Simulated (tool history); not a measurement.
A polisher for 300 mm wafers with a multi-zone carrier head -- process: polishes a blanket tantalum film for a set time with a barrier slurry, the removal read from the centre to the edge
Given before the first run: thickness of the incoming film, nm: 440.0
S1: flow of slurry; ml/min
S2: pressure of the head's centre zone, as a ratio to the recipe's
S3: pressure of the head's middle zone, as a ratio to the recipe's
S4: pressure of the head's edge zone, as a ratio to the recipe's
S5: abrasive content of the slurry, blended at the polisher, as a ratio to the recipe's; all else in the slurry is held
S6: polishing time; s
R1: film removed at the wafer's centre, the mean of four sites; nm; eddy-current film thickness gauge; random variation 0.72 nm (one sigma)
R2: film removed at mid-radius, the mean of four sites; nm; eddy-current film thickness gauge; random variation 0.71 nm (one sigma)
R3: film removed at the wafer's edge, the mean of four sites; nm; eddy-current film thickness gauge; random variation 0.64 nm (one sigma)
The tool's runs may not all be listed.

Run 1, hour 0: S1 160 ml/min, S2 1, S3 1, S4 1, S5 1, S6 36 s. Result: R1 56.056 nm, R2 57.643 nm, R3 56.142 nm.
Run 2, hour 3.5: S1 170 ml/min, S2 1.02, S3 1.01, S4 1.03, S5 1.05, S6 36 s. Result: R1 58.215 nm, R2 58.451 nm, R3 59.188 nm.
Run 3, hour 7: S1 170 ml/min, S2 1.02, S3 1.01, S4 1.06, S5 1.05, S6 36 s. Result: R1 59.24 nm, R2 58.642 nm, R3 59.615 nm.
Run 4, hour 15.5: S1 170 ml/min, S2 1.02, S3 1.01, S4 1.06, S5 0.9, S6 36 s. Result: R1 56.174 nm, R2 55.171 nm, R3 55.426 nm.
Run 5, hour 24.3: S1 170 ml/min, S2 1.02, S3 1.01, S4 1.06, S5 0.85, S6 36 s. Result: R1 54.518 nm, R2 54.456 nm, R3 54.719 nm.
Run 6, hour 25.7: S1 180 ml/min, S2 1.04, S3 1.03, S4 1.07, S5 0.9, S6 36 s. Result: R1 56.624 nm, R2 56.725 nm, R3 56.941 nm.
Run 7, hour 32.6: S1 185 ml/min, S2 1.07, S3 1.04, S4 1.07, S5 0.95, S6 36 s. Result: R1 59.847 nm, R2 58.428 nm, R3 59.318 nm.
Run 8, hour 33.1: S1 190 ml/min, S2 1.09, S3 1.06, S4 1.07, S5 0.95, S6 36 s. Result: R1 59.775 nm, R2 60.298 nm, R3 58.97 nm.
Run 9, hour 38.6: S1 220 ml/min, S2 1.18, S3 1.05, S4 1.15, S5 1.2, S6 37 s. Result: R1 74.91 nm, R2 66.796 nm, R3 69.248 nm.

Expected results for the next run?
Run 10, hour 45.6: S1 220 ml/min, S2 1.17, S3 1.06, S4 1.14, S5 1.2, S6 37 s. Result: R1 ?, R2 ?, R3 ?.

{"run 10": {"R1": 73.255, "R2": 69.688, "R3": 68.82}}

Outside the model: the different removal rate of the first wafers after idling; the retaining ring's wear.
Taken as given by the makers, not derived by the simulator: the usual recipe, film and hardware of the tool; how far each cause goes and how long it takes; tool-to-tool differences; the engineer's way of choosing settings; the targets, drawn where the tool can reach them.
